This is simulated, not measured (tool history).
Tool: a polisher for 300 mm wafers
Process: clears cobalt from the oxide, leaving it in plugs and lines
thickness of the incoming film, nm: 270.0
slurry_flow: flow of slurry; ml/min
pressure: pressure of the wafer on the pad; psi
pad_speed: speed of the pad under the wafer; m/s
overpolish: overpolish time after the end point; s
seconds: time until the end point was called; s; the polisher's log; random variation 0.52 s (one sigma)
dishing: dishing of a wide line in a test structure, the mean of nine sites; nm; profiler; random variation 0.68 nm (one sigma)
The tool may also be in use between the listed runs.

run    day  slurry_flow  pressure  pad_speed  overpolish  seconds  dishing
  1      0          265       1.7       1.12          27   67.967   57.185
  2  0.246          265       1.8       1.12          25   65.342   54.613
  3  0.579          265       1.9       1.12          24   62.981     56.9
  4  0.862          265         2       1.14          22   58.059   55.667
  5  1.208          265         2       1.24          22   54.251   58.475
  6  1.242          235         2       1.24          22   54.944   58.425
  7  1.596          240       2.1       1.24          21   52.928   57.398
  8  1.842          250       2.2       1.24          20   50.341   56.785

Run 9 comes next. What will it give?
  9  1.896          255       2.3       1.24          20        ?        ?

seconds: 47.344 s
dishing: 59.321 nm
